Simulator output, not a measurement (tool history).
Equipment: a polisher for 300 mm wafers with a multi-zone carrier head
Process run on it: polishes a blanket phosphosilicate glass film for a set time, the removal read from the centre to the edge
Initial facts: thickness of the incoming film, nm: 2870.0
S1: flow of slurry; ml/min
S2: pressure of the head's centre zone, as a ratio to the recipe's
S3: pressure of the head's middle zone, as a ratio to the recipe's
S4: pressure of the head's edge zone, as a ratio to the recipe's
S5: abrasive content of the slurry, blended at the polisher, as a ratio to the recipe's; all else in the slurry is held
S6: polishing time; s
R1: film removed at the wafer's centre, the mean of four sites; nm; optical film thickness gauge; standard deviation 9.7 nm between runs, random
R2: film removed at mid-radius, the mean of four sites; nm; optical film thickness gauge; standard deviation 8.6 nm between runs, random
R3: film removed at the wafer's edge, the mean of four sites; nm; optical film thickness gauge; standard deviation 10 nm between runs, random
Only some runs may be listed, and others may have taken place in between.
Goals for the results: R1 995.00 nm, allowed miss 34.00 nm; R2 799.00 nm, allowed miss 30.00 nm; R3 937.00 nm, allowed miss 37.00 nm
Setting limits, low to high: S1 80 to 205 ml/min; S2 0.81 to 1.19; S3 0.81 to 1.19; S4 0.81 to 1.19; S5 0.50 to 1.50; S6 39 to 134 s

run 1 hour=0.0 | S1=135 S2=1.00 S3=1.00 S4=1.00 S5=1.00 S6=86 | R1=749.27 R2=750.40 R3=764.85
run 2 hour=6.2 | S1=145 S2=1.04 S3=0.98 S4=1.05 S5=1.05 S6=86 | R1=807.32 R2=746.97 R3=809.61
run 3 hour=15.2 | S1=145 S2=1.04 S3=0.98 S4=1.01 S5=1.05 S6=86 | R1=810.01 R2=762.69 R3=806.44
run 4 hour=16.5 | S1=145 S2=1.00 S3=0.98 S4=1.01 S5=1.05 S6=86 | R1=773.26 R2=756.30 R3=808.44
run 5 hour=24.2 | S1=155 S2=1.04 S3=0.97 S4=1.02 S5=1.10 S6=86 | R1=844.22 R2=784.74 R3=826.09
run 6 hour=25.7 | S1=155 S2=1.04 S3=0.97 S4=1.02 S5=1.25 S6=86 | R1=886.36 R2=843.13 R3=865.06
run 7 hour=31.4 | S1=160 S2=1.06 S3=0.94 S4=1.04 S5=1.25 S6=86 | R1=909.94 R2=805.70 R3=896.17
run 8 hour=39.8 | S1=165 S2=1.07 S3=0.93 S4=1.04 S5=1.25 S6=86 | R1=918.66 R2=810.98 R3=879.56
-- hour=44.2 edge zone pressure recalibrated
run 9 hour=44.2 | S1=170 S2=1.08 S3=0.92 S4=1.06 S5=1.25 S6=86 | R1=938.64 R2=803.57 R3=874.91
run 10 hour=52.5 | S1=165 S2=1.09 S3=0.91 S4=1.07 S5=1.30 S6=86 | R1=949.92 R2=798.70 R3=894.23
run 11 hour=55.1 | S1=165 S2=1.09 S3=0.90 S4=1.08 S5=1.30 S6=86 | R1=931.69 R2=782.36 R3=896.57
run 12 hour=60.1 | S1=170 S2=1.10 S3=0.89 S4=1.09 S5=1.30 S6=86 | R1=963.99 R2=782.06 R3=891.42

Which of these 4 next moves meets every target?
run A hour=65.1 | S1=200 S2=1.09 S3=0.86 S4=1.15 S5=1.50 S6=82 | R1=? R2=? R3=?
run B hour=65.1 | S1=205 S2=1.07 S3=0.94 S4=1.10 S5=1.20 S6=85 | R1=? R2=? R3=?
run C hour=65.1 | S1=180 S2=1.09 S3=0.92 S4=1.10 S5=1.25 S6=85 | R1=? R2=? R3=?
run D hour=65.1 | S1=195 S2=1.13 S3=0.91 S4=1.05 S5=1.25 S6=86 | R1=? R2=? R3=?

move=A R1=985.17 R2=800.20 R3=931.58
move=B R1=917.58 R2=816.84 R3=866.10
move=C R1=933.71 R2=803.06 R3=871.18
move=D R1=991.39 R2=813.68 R3=872.69
A: every result lands within tolerance
B: misses by more than the last run did
C: misses by more than the last run did
D: misses by more than the last run did
Correct choice: A, which meets every target
